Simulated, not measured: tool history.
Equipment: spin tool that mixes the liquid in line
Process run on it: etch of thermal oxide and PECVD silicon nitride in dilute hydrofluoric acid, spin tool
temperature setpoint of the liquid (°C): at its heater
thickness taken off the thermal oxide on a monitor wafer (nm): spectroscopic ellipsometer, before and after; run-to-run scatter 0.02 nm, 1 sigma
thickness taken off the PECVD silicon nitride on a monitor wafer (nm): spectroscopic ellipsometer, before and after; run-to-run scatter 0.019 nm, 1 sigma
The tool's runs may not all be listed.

run  hour  temperature setpoint of the liquid (°C)  parts of water to one part of 49 % hydrofluoric acid (parts by volume)  time under the liquid (s)  thickness taken off the thermal oxide on a monitor wafer (nm)  thickness taken off the PECVD silicon nitride on a monitor wafer (nm)
  1   0.0                                     25.0                                                                     160                        180                                                         5.2715                                                                 7.2543
  2   4.1                                     25.0                                                                     160                        150                                                         4.3376                                                                 6.0056
  3  11.7                                     24.5                                                                     175                        155                                                         4.0060                                                                 5.5321
  4  18.0                                     24.0                                                                     190                        160                                                         3.6291                                                                 5.1261
  5  21.8                                     24.0                                                                     220                        160                                                         3.0713                                                                 4.4092
  6  22.8                                     23.5                                                                     225                        160                                                         2.9325                                                                 4.1757

Predict the results of run 7:
  7  28.6                                     23.5                                                                     230                        160                                                              ?                                                                      ?

{"run 7": {"thickness taken off the thermal oxide on a monitor wafer (nm)": 2.8285, "thickness taken off the PECVD silicon nitride on a monitor wafer (nm)": 4.1029}}
